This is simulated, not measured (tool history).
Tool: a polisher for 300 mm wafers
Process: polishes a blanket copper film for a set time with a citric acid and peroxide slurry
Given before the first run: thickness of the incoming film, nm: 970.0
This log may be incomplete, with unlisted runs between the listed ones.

run	day	flow of slurry (ml/min)	pressure of the wafer on the pad (kPa)	speed of the pad under the wafer (cm/s)	abrasive content of the slurry	polishing time (s)	film removed (angstrom)
1	0	145	19.3	112	1	87	2180
2	0.15	145	21.4	114	1	87	2452.9
3	0.304	145	22.8	116	1	87	2592.6
4	0.629	145	24.1	118	1	87	2830.1
5	0.746	180	24.1	118	1	87	2941
6	0.771	180	24.8	120	1	87	3076.9
7	0.988	185	30.3	124	1	87	3867.3

Predict the results of run 8:
8	1.3	185	30.3	126	1	87	?

{"run 8": {"film removed (angstrom)": 3955.6}}
